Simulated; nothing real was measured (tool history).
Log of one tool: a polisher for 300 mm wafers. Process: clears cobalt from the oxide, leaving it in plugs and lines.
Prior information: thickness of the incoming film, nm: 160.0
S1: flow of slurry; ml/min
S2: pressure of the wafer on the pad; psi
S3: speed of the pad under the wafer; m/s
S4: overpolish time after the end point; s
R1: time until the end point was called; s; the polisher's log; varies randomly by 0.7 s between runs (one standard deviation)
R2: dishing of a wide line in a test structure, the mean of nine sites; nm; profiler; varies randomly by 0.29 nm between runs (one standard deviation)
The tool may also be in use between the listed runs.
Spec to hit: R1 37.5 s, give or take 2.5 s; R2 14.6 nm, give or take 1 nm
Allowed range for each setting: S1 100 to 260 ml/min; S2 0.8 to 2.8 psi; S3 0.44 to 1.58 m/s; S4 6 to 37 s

| run | hour | S1 | S2 | S3 | S4 | R1 | R2 |
|---|---|---|---|---|---|---|---|
| 1 | 0 | 165 | 1.8 | 1 | 19 | 32.362 | 20.047 |
| 2 | 6.4 | 160 | 1.8 | 1 | 16 | 32.07 | 19.126 |
| 3 | 12.5 | 160 | 1.8 | 1.18 | 16 | 27.6 | 19.242 |
| 4 | 17.6 | 160 | 1.7 | 1.18 | 16 | 28.721 | 19.404 |
| 5 | 24 | 160 | 1.7 | 1.34 | 16 | 25.923 | 20.406 |
| 6 | 31.9 | 150 | 1.8 | 1.16 | 14 | 28.004 | 19.78 |
| 7 | 34.2 | 175 | 1.8 | 1.08 | 12 | 28.402 | 18.624 |
| 8 | 35.1 | 195 | 1.8 | 0.98 | 11 | 31.498 | 18.597 |
| 9 | 38.5 | 205 | 1.9 | 0.88 | 10 | 32.193 | 17.953 |
| 10 | 44.9 | 215 | 2 | 0.78 | 9 | 35.2 | 16.81 |
| 11 | 52.4 | 220 | 2.1 | 0.72 | 8 | 36.063 | 16.002 |
| 12 | 60.7 | 220 | 2.2 | 0.7 | 8 | 34.479 | 15.733 |

Pick the move, out of 5, that brings all results within their allowed miss; only one does.
| A | 69 | 220 | 2.4 | 0.58 | 11 | ? | ? |
| B | 69 | 255 | 1.4 | 1 | 11 | ? | ? |
| C | 69 | 200 | 2.3 | 0.78 | 6 | ? | ? |
| D | 69 | 240 | 2.8 | 0.58 | 11 | ? | ? |
| E | 69 | 250 | 2.1 | 0.68 | 7 | ? | ? |

| move | R1 | R2 |
|---|---|---|
| A | 37.6 | 18.138 |
| B | 36.942 | 18.241 |
| C | 29.909 | 15.549 |
| D | 31.994 | 18.968 |
| E | 36.254 | 15.298 |
A: brings the last run's worst result on target, with another outside its allowed miss
B: brings the last run's worst result on target, with another outside its allowed miss
C: misses by more than the last run did
D: misses by more than the last run did
E: hits every target within its allowed miss
Correct choice: E, which meets every target
